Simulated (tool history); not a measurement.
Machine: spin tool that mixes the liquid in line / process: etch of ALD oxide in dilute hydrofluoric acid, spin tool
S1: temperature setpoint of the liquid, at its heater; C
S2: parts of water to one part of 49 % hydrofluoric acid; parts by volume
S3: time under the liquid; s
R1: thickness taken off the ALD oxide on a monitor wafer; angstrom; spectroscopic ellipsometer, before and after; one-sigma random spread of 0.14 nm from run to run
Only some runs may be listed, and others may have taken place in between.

run 1 hour=0 | S1=23 S2=170 S3=65 | R1=53.043
run 2 hour=2.6 | S1=25.5 S2=130 S3=65 | R1=80.587
run 3 hour=3.2 | S1=27 S2=110 S3=65 | R1=102.58
run 4 hour=5.8 | S1=28.5 S2=110 S3=65 | R1=108.1
run 5 hour=13.5 | S1=28.5 S2=110 S3=65 | R1=108.02
run 6 hour=18.4 | S1=29 S2=95 S3=65 | R1=129.86

Estimate the outcome of run 7 from the log above:
run 7 hour=21.2 | S1=29 S2=95 S3=65 | R1=?

R1: 130.89 angstrom
